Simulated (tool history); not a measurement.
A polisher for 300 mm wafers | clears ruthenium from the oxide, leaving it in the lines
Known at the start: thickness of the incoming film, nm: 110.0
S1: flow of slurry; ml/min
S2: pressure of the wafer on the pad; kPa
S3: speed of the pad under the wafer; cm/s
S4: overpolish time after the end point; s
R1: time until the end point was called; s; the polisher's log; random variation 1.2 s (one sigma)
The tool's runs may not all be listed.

| run | hour | S1 | S2 | S3 | S4 | R1 |
|---|---|---|---|---|---|---|
| 1 | 0 | 220 | 13.8 | 76 | 37 | 164.27 |
| 2 | 2 | 200 | 13.8 | 76 | 37 | 167.24 |
| 3 | 4.2 | 200 | 13.8 | 58 | 37 | 210.75 |
| 4 | 12 | 205 | 16.5 | 58 | 37 | 177.24 |
| 5 | 19.9 | 205 | 16.5 | 58 | 37 | 174.34 |
| 6 | 21.1 | 210 | 17.9 | 60 | 37 | 156.31 |
| 7 | 23.6 | 210 | 17.9 | 60 | 37 | 159.59 |

Run 8 comes next. What will it give?
| 8 | 28.4 | 210 | 17.9 | 60 | 37 | ? |

{"run 8": {"R1": 158.55}}

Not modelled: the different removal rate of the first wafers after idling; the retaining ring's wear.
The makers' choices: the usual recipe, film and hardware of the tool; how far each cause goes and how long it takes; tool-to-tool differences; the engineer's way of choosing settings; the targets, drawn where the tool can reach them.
